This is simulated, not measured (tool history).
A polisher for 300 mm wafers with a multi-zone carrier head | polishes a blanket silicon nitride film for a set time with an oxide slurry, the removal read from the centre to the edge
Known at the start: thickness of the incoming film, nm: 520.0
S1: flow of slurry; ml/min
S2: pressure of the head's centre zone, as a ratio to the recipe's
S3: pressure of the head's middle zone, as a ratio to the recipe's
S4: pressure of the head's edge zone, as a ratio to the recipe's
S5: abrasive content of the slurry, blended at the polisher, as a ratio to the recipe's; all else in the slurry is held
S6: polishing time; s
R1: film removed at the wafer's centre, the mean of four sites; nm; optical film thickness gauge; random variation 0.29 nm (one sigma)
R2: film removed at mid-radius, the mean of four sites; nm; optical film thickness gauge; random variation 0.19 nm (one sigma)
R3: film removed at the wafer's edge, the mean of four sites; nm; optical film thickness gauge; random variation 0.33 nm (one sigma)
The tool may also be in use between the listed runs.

Run 1, day 0.000: S1 230 ml/min, S2 1.00, S3 1.00, S4 1.00, S5 1.00, S6 68 s. Result: R1 39.399 nm, R2 40.553 nm, R3 40.768 nm.
Run 2, day 0.071: S1 225 ml/min, S2 1.01, S3 0.97, S4 0.97, S5 0.95, S6 68 s. Result: R1 38.441 nm, R2 38.786 nm, R3 39.197 nm.
Run 3, day 0.421: S1 225 ml/min, S2 1.01, S3 1.02, S4 0.97, S5 0.95, S6 68 s. Result: R1 37.959 nm, R2 39.787 nm, R3 38.973 nm.
Run 4, day 0.446: S1 225 ml/min, S2 1.01, S3 1.02, S4 0.97, S5 0.85, S6 68 s. Result: R1 37.017 nm, R2 38.891 nm, R3 37.794 nm.
Run 5, day 0.575: S1 225 ml/min, S2 1.01, S3 1.02, S4 0.97, S5 0.75, S6 68 s. Result: R1 35.722 nm, R2 37.436 nm, R3 36.352 nm.
Run 6, day 0.596: S1 220 ml/min, S2 1.02, S3 0.99, S4 0.95, S5 0.75, S6 68 s. Result: R1 36.172 nm, R2 37.021 nm, R3 35.116 nm.

Run 7 comes next. What will it give?
Run 7, day 0.921: S1 215 ml/min, S2 1.02, S3 0.96, S4 0.96, S5 0.70, S6 68 s. Result: R1 ?, R2 ?, R3 ?.

Run 7 gave R1 35.129 nm, R2 35.308 nm, R3 34.605 nm.
